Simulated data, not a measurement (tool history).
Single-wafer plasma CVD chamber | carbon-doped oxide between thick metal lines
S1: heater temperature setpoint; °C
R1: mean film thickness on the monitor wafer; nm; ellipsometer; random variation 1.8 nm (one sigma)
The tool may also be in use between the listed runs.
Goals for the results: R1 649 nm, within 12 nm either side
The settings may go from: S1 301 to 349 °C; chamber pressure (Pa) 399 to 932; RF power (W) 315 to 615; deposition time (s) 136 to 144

Run 1, day 0: S1 325 °C, chamber pressure (Pa) 665, RF power (W) 465, deposition time (s) 144. Result: R1 747.97 nm.
Run 2, day 0.033: S1 325 °C, chamber pressure (Pa) 665, RF power (W) 465, deposition time (s) 136. Result: R1 705.39 nm.
Run 3, day 0.254: S1 325 °C, chamber pressure (Pa) 727, RF power (W) 465, deposition time (s) 136. Result: R1 713.38 nm.
Run 4, day 0.512: S1 328 °C, chamber pressure (Pa) 711, RF power (W) 460, deposition time (s) 136. Result: R1 701.33 nm.
Run 5, day 0.662: S1 328 °C, chamber pressure (Pa) 711, RF power (W) 460, deposition time (s) 144. Result: R1 740.57 nm.
Run 6, day 0.967: S1 323 °C, chamber pressure (Pa) 711, RF power (W) 460, deposition time (s) 144. Result: R1 757.51 nm.
Run 7, day 1.242: S1 328 °C, chamber pressure (Pa) 679, RF power (W) 455, deposition time (s) 144. Result: R1 733.86 nm.
Run 8, day 1.521: S1 330 °C, chamber pressure (Pa) 653, RF power (W) 440, deposition time (s) 144. Result: R1 711.45 nm.
Run 9, day 1.638: S1 332 °C, chamber pressure (Pa) 632, RF power (W) 430, deposition time (s) 144. Result: R1 694.97 nm.
Run 10, day 1.954: S1 334 °C, chamber pressure (Pa) 615, RF power (W) 425, deposition time (s) 144. Result: R1 680.18 nm.
Run 11, day 2.196: S1 336 °C, chamber pressure (Pa) 603, RF power (W) 425, deposition time (s) 144. Result: R1 674.38 nm.
Run 12, day 2.283: S1 338 °C, chamber pressure (Pa) 593, RF power (W) 425, deposition time (s) 144. Result: R1 666.69 nm.
Run 13, day 2.454: S1 339 °C, chamber pressure (Pa) 587, RF power (W) 425, deposition time (s) 144. Result: R1 662.96 nm.
Run 14, day 2.512: S1 339 °C, chamber pressure (Pa) 587, RF power (W) 425, deposition time (s) 144. Result: R1 664.02 nm.
Run 15, day 2.617: S1 340 °C, chamber pressure (Pa) 581, RF power (W) 425, deposition time (s) 144. Result: R1 665.68 nm.

Exactly one of the 4 candidate moves below puts every result within its allowed miss. Which one?
Run A, day 2.721: S1 334 °C, chamber pressure (Pa) 727, RF power (W) 415, deposition time (s) 136. Result: R1 ?.
Run B, day 2.721: S1 334 °C, chamber pressure (Pa) 668, RF power (W) 415, deposition time (s) 144. Result: R1 ?.
Run C, day 2.721: S1 333 °C, chamber pressure (Pa) 631, RF power (W) 425, deposition time (s) 142. Result: R1 ?.
Run D, day 2.721: S1 330 °C, chamber pressure (Pa) 648, RF power (W) 375, deposition time (s) 140. Result: R1 ?.

move      R1
   A  649.67
   B  679.06
   C  675.55
   D  626.82
A: all results in spec
B: lands further from the targets than the last run did
C: lands further from the targets than the last run did
D: the result that was furthest off in the last run now lies on the other side of its target
The move that meets every target is A.

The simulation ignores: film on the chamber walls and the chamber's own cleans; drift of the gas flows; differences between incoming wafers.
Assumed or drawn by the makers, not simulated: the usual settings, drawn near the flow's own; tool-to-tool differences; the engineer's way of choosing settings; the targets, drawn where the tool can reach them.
